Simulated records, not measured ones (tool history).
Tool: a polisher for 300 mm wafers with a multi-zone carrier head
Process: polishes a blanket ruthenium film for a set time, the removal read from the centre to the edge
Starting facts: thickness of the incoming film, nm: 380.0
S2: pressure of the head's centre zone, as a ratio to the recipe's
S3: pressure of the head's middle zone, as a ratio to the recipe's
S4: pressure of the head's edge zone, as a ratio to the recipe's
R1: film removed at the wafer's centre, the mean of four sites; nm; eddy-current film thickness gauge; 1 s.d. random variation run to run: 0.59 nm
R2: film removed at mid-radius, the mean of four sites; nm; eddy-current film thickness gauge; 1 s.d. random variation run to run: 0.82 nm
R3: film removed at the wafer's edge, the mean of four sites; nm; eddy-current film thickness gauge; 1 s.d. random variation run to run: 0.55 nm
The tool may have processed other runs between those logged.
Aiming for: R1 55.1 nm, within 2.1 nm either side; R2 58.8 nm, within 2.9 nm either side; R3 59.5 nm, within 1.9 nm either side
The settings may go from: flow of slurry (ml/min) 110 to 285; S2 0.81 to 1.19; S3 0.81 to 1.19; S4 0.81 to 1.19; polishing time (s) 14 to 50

Run 1, hour 0: flow of slurry (ml/min) 180, S2 1, S3 1, S4 1, polishing time (s) 32. Result: R1 44.125 nm, R2 42.04 nm, R3 44.623 nm.
Run 2, hour 4.1: flow of slurry (ml/min) 180, S2 1, S3 1, S4 1, polishing time (s) 25. Result: R1 35.285 nm, R2 33.998 nm, R3 35.197 nm.
Run 3, hour 8.2: flow of slurry (ml/min) 180, S2 1, S3 1, S4 1, polishing time (s) 18. Result: R1 25.102 nm, R2 24.319 nm, R3 25.109 nm.
Run 4, hour 9.6: flow of slurry (ml/min) 180, S2 1, S3 1, S4 0.96, polishing time (s) 18. Result: R1 25.103 nm, R2 24.198 nm, R3 24.487 nm.
Run 5, hour 12.2: flow of slurry (ml/min) 180, S2 1.08, S3 1, S4 0.96, polishing time (s) 18. Result: R1 27.604 nm, R2 23.873 nm, R3 24.877 nm.
Run 6, hour 19: flow of slurry (ml/min) 185, S2 1.07, S3 1.01, S4 0.98, polishing time (s) 20. Result: R1 30.176 nm, R2 27.702 nm, R3 27.98 nm.
Run 7, hour 25.7: flow of slurry (ml/min) 190, S2 1.07, S3 1.01, S4 1, polishing time (s) 21. Result: R1 31.688 nm, R2 29.101 nm, R3 29.516 nm.
Run 8, hour 32.8: flow of slurry (ml/min) 190, S2 1.07, S3 1.01, S4 1.02, polishing time (s) 23. Result: R1 34.281 nm, R2 31.66 nm, R3 32.953 nm.
Run 9, hour 38: flow of slurry (ml/min) 195, S2 1.07, S3 1.02, S4 1.04, polishing time (s) 24. Result: R1 36.428 nm, R2 33.905 nm, R3 34.615 nm.
Run 10, hour 45.4: flow of slurry (ml/min) 195, S2 1.06, S3 1.03, S4 1.06, polishing time (s) 25. Result: R1 36.803 nm, R2 35.634 nm, R3 36.57 nm.
Run 11, hour 51.1: flow of slurry (ml/min) 200, S2 1.06, S3 1.04, S4 1.07, polishing time (s) 26. Result: R1 38.901 nm, R2 37.672 nm, R3 37.999 nm.
Run 12, hour 59.7: flow of slurry (ml/min) 200, S2 1.06, S3 1.04, S4 1.08, polishing time (s) 27. Result: R1 40.139 nm, R2 37.844 nm, R3 39.68 nm.
Run 13, hour 64.3: flow of slurry (ml/min) 205, S2 1.05, S3 1.05, S4 1.09, polishing time (s) 28. Result: R1 41.369 nm, R2 40.588 nm, R3 40.627 nm.
Run 14, hour 68.6: flow of slurry (ml/min) 165, S2 0.97, S3 1.01, S4 1.17, polishing time (s) 37. Result: R1 49.704 nm, R2 49.567 nm, R3 54.647 nm.
Run 15, hour 76.9: flow of slurry (ml/min) 170, S2 0.97, S3 1.02, S4 1.17, polishing time (s) 37. Result: R1 50.112 nm, R2 50.666 nm, R3 55.633 nm.
Run 16, hour 83.9: flow of slurry (ml/min) 220, S2 1, S3 1.12, S4 1.16, polishing time (s) 37. Result: R1 53.132 nm, R2 56.549 nm, R3 56.414 nm.
Run 17, hour 89.5: flow of slurry (ml/min) 220, S2 1, S3 1.12, S4 1.16, polishing time (s) 37. Result: R1 54.702 nm, R2 56.257 nm, R3 56.643 nm.

4 candidate next runs follow, results not yet known. Just one meets every target within its allowed miss. Identify it.
Run A, hour 95.1: flow of slurry (ml/min) 175, S2 0.98, S3 1.08, S4 1.11, polishing time (s) 41. Result: R1 ?, R2 ?, R3 ?.
Run B, hour 95.1: flow of slurry (ml/min) 245, S2 1.02, S3 0.93, S4 1.19, polishing time (s) 37. Result: R1 ?, R2 ?, R3 ?.
Run C, hour 95.1: flow of slurry (ml/min) 180, S2 1.12, S3 1.06, S4 1.15, polishing time (s) 35. Result: R1 ?, R2 ?, R3 ?.
Run D, hour 95.1: flow of slurry (ml/min) 235, S2 1.08, S3 1.05, S4 1.19, polishing time (s) 36. Result: R1 ?, R2 ?, R3 ?.

move      R1      R2      R3
   A   55.69  58.783  59.608
   B  55.318  49.183  57.794
   C  54.686  49.598  51.914
   D  56.727  52.709  55.918
A: meets every target
B: gets the furthest-off result to its target, but another result is out of tolerance
C: moves away from the targets compared with the last run
D: moves away from the targets compared with the last run
Answer: A

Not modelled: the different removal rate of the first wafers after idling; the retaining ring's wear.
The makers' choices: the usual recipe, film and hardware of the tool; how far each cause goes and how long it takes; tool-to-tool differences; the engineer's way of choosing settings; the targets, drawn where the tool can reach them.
